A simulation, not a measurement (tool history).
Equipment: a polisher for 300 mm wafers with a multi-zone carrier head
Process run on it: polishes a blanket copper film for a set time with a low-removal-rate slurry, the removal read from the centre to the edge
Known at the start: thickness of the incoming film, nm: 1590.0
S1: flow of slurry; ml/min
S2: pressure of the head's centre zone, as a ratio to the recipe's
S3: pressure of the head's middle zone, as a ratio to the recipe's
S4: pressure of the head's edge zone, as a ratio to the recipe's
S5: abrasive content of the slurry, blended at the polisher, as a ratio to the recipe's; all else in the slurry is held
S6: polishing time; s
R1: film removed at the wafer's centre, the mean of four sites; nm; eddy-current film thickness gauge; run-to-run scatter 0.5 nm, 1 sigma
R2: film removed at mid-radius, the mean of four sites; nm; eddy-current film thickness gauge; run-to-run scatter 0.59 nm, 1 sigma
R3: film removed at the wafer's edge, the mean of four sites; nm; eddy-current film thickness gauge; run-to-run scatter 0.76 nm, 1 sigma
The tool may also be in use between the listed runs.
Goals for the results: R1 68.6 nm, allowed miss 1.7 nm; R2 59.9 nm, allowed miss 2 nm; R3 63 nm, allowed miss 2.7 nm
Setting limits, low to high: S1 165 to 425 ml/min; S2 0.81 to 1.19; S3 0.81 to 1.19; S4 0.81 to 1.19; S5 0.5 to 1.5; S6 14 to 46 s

run 1 day=0 | S1=275 S2=1 S3=1 S4=1 S5=1 S6=30 | R1=95.644 R2=98.285 R3=93.912
run 2 day=0.3 | S1=275 S2=0.96 S3=1 S4=1 S5=1 S6=30 | R1=92.127 R2=98.006 R3=95.359
run 3 day=0.433 | S1=275 S2=0.96 S3=1 S4=1 S5=1.1 S6=30 | R1=92.788 R2=99.769 R3=95.445
run 4 day=0.671 | S1=275 S2=0.96 S3=1 S4=1 S5=1.1 S6=33 | R1=102.87 R2=109.23 R3=105.14
run 5 day=0.842 | S1=275 S2=0.97 S3=0.98 S4=0.98 S5=1.05 S6=32 | R1=98.33 R2=105.1 R3=103.17
run 6 day=1.092 | S1=275 S2=0.97 S3=0.98 S4=0.9 S5=1.05 S6=32 | R1=99.608 R2=105.14 R3=99.76
run 7 day=1.4 | S1=275 S2=0.98 S3=0.97 S4=0.9 S5=1 S6=31 | R1=96.66 R2=99.589 R3=96.593
run 8 day=1.65 | S1=275 S2=0.99 S3=0.96 S4=0.9 S5=0.95 S6=30 | R1=93.794 R2=95.57 R3=92.761

5 next moves are on the table. One of them brings every result within its allowed miss. Which?
run A day=1.9 | S1=245 S2=1.12 S3=0.9 S4=0.97 S5=1 S6=20 | R1=? R2=? R3=?
run B day=1.9 | S1=280 S2=1.12 S3=0.92 S4=0.82 S5=0.85 S6=21 | R1=? R2=? R3=?
run C day=1.9 | S1=305 S2=1.15 S3=0.81 S4=0.9 S5=1.05 S6=20 | R1=? R2=? R3=?
run D day=1.9 | S1=275 S2=1.18 S3=1.09 S4=0.81 S5=1.05 S6=19 | R1=? R2=? R3=?
run E day=1.9 | S1=255 S2=1.19 S3=1.05 S4=0.93 S5=0.95 S6=19 | R1=? R2=? R3=?

move=A R1=67.245 R2=59.481 R3=62.368
move=B R1=70.459 R2=63.146 R3=62.196
move=C R1=71.07 R2=57.264 R3=62.77
move=D R1=68.22 R2=65.849 R3=57.412
move=E R1=67.129 R2=62.73 R3=58.325
A: meets every target
B: better than the last run, though not everything is in spec
C: carries the result that was furthest off beyond its target, to the other side
D: better than the last run, though not everything is in spec
E: better than the last run, though not everything is in spec
Correct choice: A, which meets every target
